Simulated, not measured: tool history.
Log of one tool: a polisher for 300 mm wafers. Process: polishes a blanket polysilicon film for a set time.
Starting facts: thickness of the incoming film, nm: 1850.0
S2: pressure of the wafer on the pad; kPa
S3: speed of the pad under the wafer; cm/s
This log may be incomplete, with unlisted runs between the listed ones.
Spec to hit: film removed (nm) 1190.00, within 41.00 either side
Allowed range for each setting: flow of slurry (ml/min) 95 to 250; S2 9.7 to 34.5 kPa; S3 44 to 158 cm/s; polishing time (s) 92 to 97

Run 1, hour 0.0: flow of slurry (ml/min) 160, S2 22.1 kPa, S3 100 cm/s, polishing time (s) 92. Result: film removed (nm) 720.07.
Run 2, hour 8.3: flow of slurry (ml/min) 160, S2 17.9 kPa, S3 100 cm/s, polishing time (s) 92. Result: film removed (nm) 600.05.
Run 3, hour 14.2: flow of slurry (ml/min) 165, S2 21.4 kPa, S3 100 cm/s, polishing time (s) 92. Result: film removed (nm) 705.85.
Run 4, hour 19.3: flow of slurry (ml/min) 165, S2 21.4 kPa, S3 100 cm/s, polishing time (s) 92. Result: film removed (nm) 703.88.
Run 5, hour 24.6: flow of slurry (ml/min) 170, S2 24.1 kPa, S3 100 cm/s, polishing time (s) 92. Result: film removed (nm) 770.61.
Run 6, hour 29.3: flow of slurry (ml/min) 170, S2 26.9 kPa, S3 102 cm/s, polishing time (s) 92. Result: film removed (nm) 879.83.
Run 7, hour 30.9: flow of slurry (ml/min) 170, S2 29.0 kPa, S3 102 cm/s, polishing time (s) 92. Result: film removed (nm) 928.67.
Run 8, hour 31.9: flow of slurry (ml/min) 175, S2 30.3 kPa, S3 104 cm/s, polishing time (s) 92. Result: film removed (nm) 981.63.
Run 9, hour 37.0: flow of slurry (ml/min) 175, S2 31.0 kPa, S3 106 cm/s, polishing time (s) 92. Result: film removed (nm) 1040.00.
Run 10, hour 41.5: flow of slurry (ml/min) 175, S2 31.7 kPa, S3 106 cm/s, polishing time (s) 92. Result: film removed (nm) 1044.20.
Run 11, hour 44.1: flow of slurry (ml/min) 175, S2 32.4 kPa, S3 108 cm/s, polishing time (s) 92. Result: film removed (nm) 1077.80.
Run 12, hour 50.8: flow of slurry (ml/min) 175, S2 33.1 kPa, S3 108 cm/s, polishing time (s) 92. Result: film removed (nm) 1108.00.
Run 13, hour 57.1: flow of slurry (ml/min) 175, S2 33.8 kPa, S3 108 cm/s, polishing time (s) 92. Result: film removed (nm) 1128.00.
Run 14, hour 65.9: flow of slurry (ml/min) 180, S2 33.8 kPa, S3 108 cm/s, polishing time (s) 92. Result: film removed (nm) 1145.40.

5 candidate next runs follow, results not yet known. Just one meets every target within its allowed miss. Identify it.
Run A, hour 74.7: flow of slurry (ml/min) 225, S2 34.5 kPa, S3 102 cm/s, polishing time (s) 97. Result: film removed (nm) ?.
Run B, hour 74.7: flow of slurry (ml/min) 175, S2 31.0 kPa, S3 116 cm/s, polishing time (s) 92. Result: film removed (nm) ?.
Run C, hour 74.7: flow of slurry (ml/min) 175, S2 29.6 kPa, S3 110 cm/s, polishing time (s) 94. Result: film removed (nm) ?.
Run D, hour 74.7: flow of slurry (ml/min) 185, S2 31.7 kPa, S3 104 cm/s, polishing time (s) 95. Result: film removed (nm) ?.
Run E, hour 74.7: flow of slurry (ml/min) 185, S2 33.8 kPa, S3 100 cm/s, polishing time (s) 94. Result: film removed (nm) ?.

move  film removed (nm)
   A            1170.90
   B            1116.30
   C            1040.30
   D            1063.80
   E            1072.90
A: every result within its allowed miss
B: further off than the last run
C: further off than the last run
D: further off than the last run
E: further off than the last run
Correct choice: A, which meets every target
